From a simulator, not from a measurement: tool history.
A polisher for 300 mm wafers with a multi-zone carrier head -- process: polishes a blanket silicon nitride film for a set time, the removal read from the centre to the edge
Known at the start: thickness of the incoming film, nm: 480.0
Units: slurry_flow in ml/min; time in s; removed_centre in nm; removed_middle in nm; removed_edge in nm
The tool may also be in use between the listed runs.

run 1 hour=0.0 | slurry_flow=285 centre_zone=1.00 middle_zone=1.00 edge_zone=1.00 time=90 | removed_centre=184.06 removed_middle=187.06 removed_edge=187.99
run 2 hour=3.5 | slurry_flow=285 centre_zone=1.00 middle_zone=0.92 edge_zone=1.00 time=90 | removed_centre=184.77 removed_middle=174.00 removed_edge=190.84
run 3 hour=5.6 | slurry_flow=285 centre_zone=1.00 middle_zone=0.92 edge_zone=1.00 time=74 | removed_centre=151.03 removed_middle=144.57 removed_edge=155.17
run 4 hour=13.6 | slurry_flow=285 centre_zone=0.96 middle_zone=0.92 edge_zone=1.00 time=74 | removed_centre=144.72 removed_middle=143.82 removed_edge=155.64
run 5 hour=20.2 | slurry_flow=285 centre_zone=0.93 middle_zone=0.92 edge_zone=1.00 time=74 | removed_centre=138.88 removed_middle=144.53 removed_edge=157.27
run 6 hour=26.7 | slurry_flow=290 centre_zone=0.94 middle_zone=0.95 edge_zone=1.02 time=78 | removed_centre=149.76 removed_middle=154.60 removed_edge=166.14
run 7 hour=31.0 | slurry_flow=295 centre_zone=0.95 middle_zone=0.98 edge_zone=1.04 time=82 | removed_centre=158.03 removed_middle=168.65 removed_edge=175.45
run 8 hour=32.2 | slurry_flow=300 centre_zone=0.96 middle_zone=1.00 edge_zone=1.06 time=85 | removed_centre=165.92 removed_middle=175.83 removed_edge=184.42
run 9 hour=37.5 | slurry_flow=305 centre_zone=0.97 middle_zone=1.02 edge_zone=1.08 time=87 | removed_centre=175.39 removed_middle=186.55 removed_edge=190.25
run 10 hour=43.2 | slurry_flow=305 centre_zone=0.97 middle_zone=1.02 edge_zone=1.08 time=87 | removed_centre=174.29 removed_middle=181.99 removed_edge=190.30
run 11 hour=47.5 | slurry_flow=310 centre_zone=0.98 middle_zone=1.04 edge_zone=1.09 time=89 | removed_centre=181.02 removed_middle=187.86 removed_edge=197.66
run 12 hour=56.1 | slurry_flow=315 centre_zone=0.98 middle_zone=1.06 edge_zone=1.10 time=90 | removed_centre=183.03 removed_middle=196.78 removed_edge=200.25
run 13 hour=65.0 | slurry_flow=320 centre_zone=0.99 middle_zone=1.08 edge_zone=1.11 time=91 | removed_centre=186.11 removed_middle=199.19 removed_edge=203.36
-- hour=66.5 slurry nozzle cleaned
run 14 hour=66.5 | slurry_flow=325 centre_zone=1.00 middle_zone=1.10 edge_zone=1.12 time=92 | removed_centre=194.82 removed_middle=209.23 removed_edge=212.16
run 15 hour=71.1 | slurry_flow=335 centre_zone=1.00 middle_zone=1.11 edge_zone=1.12 time=92 | removed_centre=197.11 removed_middle=211.43 removed_edge=212.53

Run 16, settings as shown, results not yet in. Your forecast:
run 16 hour=75.7 | slurry_flow=345 centre_zone=1.00 middle_zone=1.12 edge_zone=1.12 time=92 | removed_centre=? removed_middle=? removed_edge=?

Run 16 produced removed_centre 199.21 nm, removed_middle 215.57 nm, removed_edge 211.75 nm.

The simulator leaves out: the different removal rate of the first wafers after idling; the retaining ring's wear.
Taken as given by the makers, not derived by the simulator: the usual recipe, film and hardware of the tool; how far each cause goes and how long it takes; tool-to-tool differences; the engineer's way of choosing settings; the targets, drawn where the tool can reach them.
